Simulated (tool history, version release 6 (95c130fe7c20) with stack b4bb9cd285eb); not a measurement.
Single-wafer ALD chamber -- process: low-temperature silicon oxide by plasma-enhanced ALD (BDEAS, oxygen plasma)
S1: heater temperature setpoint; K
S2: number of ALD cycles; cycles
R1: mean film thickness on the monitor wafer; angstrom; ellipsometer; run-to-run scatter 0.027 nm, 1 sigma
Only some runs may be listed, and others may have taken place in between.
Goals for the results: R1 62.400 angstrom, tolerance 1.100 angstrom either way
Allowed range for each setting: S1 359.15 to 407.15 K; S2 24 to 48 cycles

| run | hour | S1 | S2 | R1 |
|---|---|---|---|---|
| 1 | 0.0 | 383.15 | 36 | 48.605 |
| 2 | 1.3 | 390.15 | 36 | 48.388 |
| 3 | 5.3 | 390.15 | 31 | 41.443 |
| 4 | 12.5 | 389.15 | 33 | 44.615 |
| 5 | 18.3 | 383.15 | 33 | 44.974 |
| 6 | 20.3 | 383.15 | 29 | 39.148 |
| 7 | 24.8 | 383.15 | 29 | 39.429 |
| 8 | 30.0 | 382.15 | 32 | 43.623 |
| 9 | 36.7 | 380.15 | 34 | 46.199 |
| 10 | 43.5 | 375.15 | 40 | 54.827 |
| 11 | 49.5 | 375.15 | 41 | 56.125 |
| 12 | 58.5 | 375.15 | 42 | 57.716 |
| 13 | 59.9 | 375.15 | 44 | 60.715 |

Exactly one of the 4 candidate moves below puts every result within its allowed miss. Which one?
| A | 61.3 | 375.15 | 43 | ? |
| B | 61.3 | 372.15 | 47 | ? |
| C | 61.3 | 379.15 | 48 | ? |
| D | 61.3 | 378.15 | 46 | ? |

| move | R1 |
|---|---|
| A | 59.200 |
| B | 65.017 |
| C | 65.661 |
| D | 63.027 |
A: lands further from the targets than the last run did
B: pushes the last run's worst result past its target
C: pushes the last run's worst result past its target
D: meets every target
Correct choice: D, which meets every target

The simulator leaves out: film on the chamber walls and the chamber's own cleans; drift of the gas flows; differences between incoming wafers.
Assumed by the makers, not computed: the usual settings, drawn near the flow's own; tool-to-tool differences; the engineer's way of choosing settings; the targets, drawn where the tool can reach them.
